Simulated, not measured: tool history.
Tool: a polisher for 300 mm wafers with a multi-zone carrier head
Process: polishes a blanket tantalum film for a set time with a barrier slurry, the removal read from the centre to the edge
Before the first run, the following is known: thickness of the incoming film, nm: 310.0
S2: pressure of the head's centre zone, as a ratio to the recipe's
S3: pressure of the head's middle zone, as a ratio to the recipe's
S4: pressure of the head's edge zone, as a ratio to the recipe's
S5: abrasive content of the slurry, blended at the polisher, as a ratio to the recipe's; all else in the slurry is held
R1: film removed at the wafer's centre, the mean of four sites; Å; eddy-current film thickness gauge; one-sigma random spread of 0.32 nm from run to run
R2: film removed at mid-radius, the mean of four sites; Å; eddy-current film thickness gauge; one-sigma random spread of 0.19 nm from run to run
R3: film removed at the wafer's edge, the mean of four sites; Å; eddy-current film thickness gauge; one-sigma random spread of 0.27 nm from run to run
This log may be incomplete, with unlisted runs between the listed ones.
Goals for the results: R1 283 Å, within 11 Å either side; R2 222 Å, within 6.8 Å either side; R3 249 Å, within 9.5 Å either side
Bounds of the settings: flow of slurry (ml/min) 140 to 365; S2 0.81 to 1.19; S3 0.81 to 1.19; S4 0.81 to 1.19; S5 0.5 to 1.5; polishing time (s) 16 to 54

Run 1, day 0: flow of slurry (ml/min) 235, S2 1, S3 1, S4 1, S5 1, polishing time (s) 35. Result: R1 419.51 Å, R2 398.28 Å, R3 402.3 Å.
Run 2, day 0.233: flow of slurry (ml/min) 235, S2 1, S3 1, S4 1, S5 1, polishing time (s) 42. Result: R1 496.88 Å, R2 491.08 Å, R3 472.02 Å.
Run 3, day 0.567: flow of slurry (ml/min) 230, S2 1, S3 0.97, S4 0.97, S5 0.9, polishing time (s) 38. Result: R1 424.95 Å, R2 411.35 Å, R3 409.97 Å.
Run 4, day 0.658: flow of slurry (ml/min) 230, S2 1.03, S3 0.94, S4 0.95, S5 0.8, polishing time (s) 35. Result: R1 387.6 Å, R2 345.52 Å, R3 359 Å.
Run 5, day 0.962: flow of slurry (ml/min) 230, S2 1.03, S3 0.94, S4 0.95, S5 0.8, polishing time (s) 42. Result: R1 463.79 Å, R2 415.82 Å, R3 427.82 Å.
Run 6, day 1.1: flow of slurry (ml/min) 225, S2 1.04, S3 0.92, S4 0.92, S5 0.75, polishing time (s) 39. Result: R1 416.83 Å, R2 362.84 Å, R3 371.96 Å.
Run 7, day 1.212: flow of slurry (ml/min) 215, S2 1.04, S3 0.9, S4 0.91, S5 0.7, polishing time (s) 37. Result: R1 382.86 Å, R2 331.32 Å, R3 341.38 Å.
Run 8, day 1.475: flow of slurry (ml/min) 215, S2 1.04, S3 0.88, S4 0.91, S5 0.65, polishing time (s) 35. Result: R1 334.9 Å, R2 285.06 Å, R3 305.21 Å.
Run 9, day 1.742: flow of slurry (ml/min) 210, S2 1.05, S3 0.86, S4 0.9, S5 0.6, polishing time (s) 35. Result: R1 326.13 Å, R2 265.78 Å, R3 284.33 Å.
Run 10, day 2.092: flow of slurry (ml/min) 200, S2 1.05, S3 0.85, S4 0.9, S5 0.6, polishing time (s) 35. Result: R1 315.95 Å, R2 260.86 Å, R3 285.14 Å.
Run 11, day 2.279: flow of slurry (ml/min) 190, S2 1.06, S3 0.84, S4 0.89, S5 0.6, polishing time (s) 35. Result: R1 319.47 Å, R2 260.34 Å, R3 283.15 Å.
Run 12, day 2.633: flow of slurry (ml/min) 190, S2 1.06, S3 0.83, S4 0.89, S5 0.6, polishing time (s) 35. Result: R1 323.24 Å, R2 254.28 Å, R3 283.98 Å.
Run 13, day 2.754: flow of slurry (ml/min) 185, S2 1.06, S3 0.83, S4 0.88, S5 0.6, polishing time (s) 35. Result: R1 319.89 Å, R2 252.94 Å, R3 274.86 Å.
Run 14, day 2.85: flow of slurry (ml/min) 180, S2 1.06, S3 0.83, S4 0.88, S5 0.6, polishing time (s) 35. Result: R1 316.03 Å, R2 250.86 Å, R3 283.38 Å.
Run 15, day 2.929: flow of slurry (ml/min) 180, S2 1.06, S3 0.83, S4 0.87, S5 0.6, polishing time (s) 35. Result: R1 317.93 Å, R2 250.97 Å, R3 274.31 Å.
Run 16, day 3.304: flow of slurry (ml/min) 175, S2 1.06, S3 0.83, S4 0.87, S5 0.6, polishing time (s) 35. Result: R1 318.68 Å, R2 249.18 Å, R3 277.58 Å.
Run 17, day 3.579: flow of slurry (ml/min) 170, S2 1.05, S3 0.83, S4 0.86, S5 0.6, polishing time (s) 35. Result: R1 310.84 Å, R2 247.82 Å, R3 273.8 Å.
Run 18, day 3.808: flow of slurry (ml/min) 160, S2 1.05, S3 0.81, S4 0.85, S5 0.5, polishing time (s) 33. Result: R1 247.26 Å, R2 190.73 Å, R3 215.16 Å.
Run 19, day 4.133: flow of slurry (ml/min) 160, S2 1.05, S3 0.81, S4 0.85, S5 0.5, polishing time (s) 33. Result: R1 243.86 Å, R2 191.15 Å, R3 215.78 Å.
Run 20, day 4.408: flow of slurry (ml/min) 175, S2 1.05, S3 0.81, S4 0.86, S5 0.5, polishing time (s) 33. Result: R1 252.15 Å, R2 194.93 Å, R3 220.73 Å.
Run 21, day 4.662: flow of slurry (ml/min) 190, S2 1.06, S3 0.82, S4 0.88, S5 0.5, polishing time (s) 33. Result: R1 257.05 Å, R2 200.8 Å, R3 220.62 Å.
Run 22, day 4.75: flow of slurry (ml/min) 190, S2 1.07, S3 0.83, S4 0.91, S5 0.5, polishing time (s) 33. Result: R1 260.06 Å, R2 204.6 Å, R3 225.32 Å.

5 candidate next runs follow, results not yet known. Just one meets every target within its allowed miss. Identify it.
Run A, day 4.838: flow of slurry (ml/min) 150, S2 0.97, S3 0.82, S4 0.87, S5 0.65, polishing time (s) 31. Result: R1 ?, R2 ?, R3 ?.
Run B, day 4.838: flow of slurry (ml/min) 200, S2 1.02, S3 0.96, S4 0.89, S5 0.55, polishing time (s) 30. Result: R1 ?, R2 ?, R3 ?.
Run C, day 4.838: flow of slurry (ml/min) 245, S2 1.18, S3 0.84, S4 0.95, S5 0.5, polishing time (s) 34. Result: R1 ?, R2 ?, R3 ?.
Run D, day 4.838: flow of slurry (ml/min) 230, S2 1.06, S3 0.92, S4 0.93, S5 0.6, polishing time (s) 30. Result: R1 ?, R2 ?, R3 ?.
Run E, day 4.838: flow of slurry (ml/min) 195, S2 1.08, S3 0.84, S4 0.94, S5 0.55, polishing time (s) 32. Result: R1 ?, R2 ?, R3 ?.

move      R1      R2      R3
   A  257.49  222.88  251.83
   B  245.99  228.65  225.27
   C  304.49     218  246.08
   D   281.1  241.97  250.94
   E  276.39  217.32  246.05
A: the furthest-off result lands on target, but another misses its tolerance
B: the furthest-off result lands on target, but another misses its tolerance
C: the furthest-off result lands on target, but another misses its tolerance
D: the result that was furthest off in the last run now lies on the other side of its target
E: each result inside its tolerance
The move that meets every target is E.
